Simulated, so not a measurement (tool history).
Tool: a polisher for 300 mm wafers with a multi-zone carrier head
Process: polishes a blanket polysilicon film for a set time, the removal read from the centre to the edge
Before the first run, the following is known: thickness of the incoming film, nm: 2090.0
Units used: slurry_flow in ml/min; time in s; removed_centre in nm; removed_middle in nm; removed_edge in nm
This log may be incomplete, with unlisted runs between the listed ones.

run,day,slurry_flow,centre_zone,middle_zone,edge_zone,time,removed_centre,removed_middle,removed_edge
1,0.000,250,1.00,1.00,1.00,31,219.61,211.74,206.97
2,0.058,250,1.00,1.00,1.05,31,216.66,209.43,215.16
3,0.129,245,0.96,0.99,1.00,29,202.02,195.98,192.05
4,0.221,245,0.90,0.99,1.00,29,193.47,197.48,199.21
5,0.288,245,0.90,1.06,1.00,29,188.80,207.28,195.87
# day 0.479: centre zone pressure recalibrated
6,0.479,235,0.89,1.06,0.98,27,164.55,193.40,177.14

What will run 7 give?
7,0.725,210,0.97,0.97,0.88,24,?,?,?

{"run 7": {"removed_centre": 154.43, "removed_middle": 154.88, "removed_edge": 146.74}}
